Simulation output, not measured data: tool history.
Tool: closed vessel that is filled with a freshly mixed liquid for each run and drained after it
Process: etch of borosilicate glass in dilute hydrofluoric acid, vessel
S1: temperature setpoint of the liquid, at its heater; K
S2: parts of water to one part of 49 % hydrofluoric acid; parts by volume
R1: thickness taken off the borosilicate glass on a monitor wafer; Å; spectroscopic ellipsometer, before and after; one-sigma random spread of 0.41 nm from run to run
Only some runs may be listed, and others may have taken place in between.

run 1 hour=0 | S1=296.15 S2=100 time_in_the_liquid_(s)=90 | R1=492.14
run 2 hour=8.8 | S1=296.15 S2=100 time_in_the_liquid_(s)=95 | R1=512.76
run 3 hour=14.7 | S1=297.65 S2=95 time_in_the_liquid_(s)=95 | R1=579.45
run 4 hour=18.5 | S1=297.65 S2=95 time_in_the_liquid_(s)=95 | R1=583.84
run 5 hour=23.5 | S1=294.65 S2=95 time_in_the_liquid_(s)=95 | R1=515.59
run 6 hour=26.5 | S1=296.65 S2=90 time_in_the_liquid_(s)=95 | R1=593.46
run 7 hour=28.9 | S1=298.15 S2=85 time_in_the_liquid_(s)=95 | R1=666.5
run 8 hour=34.6 | S1=299.15 S2=80 time_in_the_liquid_(s)=95 | R1=748.33

Estimate the outcome of run 9 from the log above:
run 9 hour=40.9 | S1=300.15 S2=80 time_in_the_liquid_(s)=95 | R1=?

Run 9 yielded R1 777.76 Å.
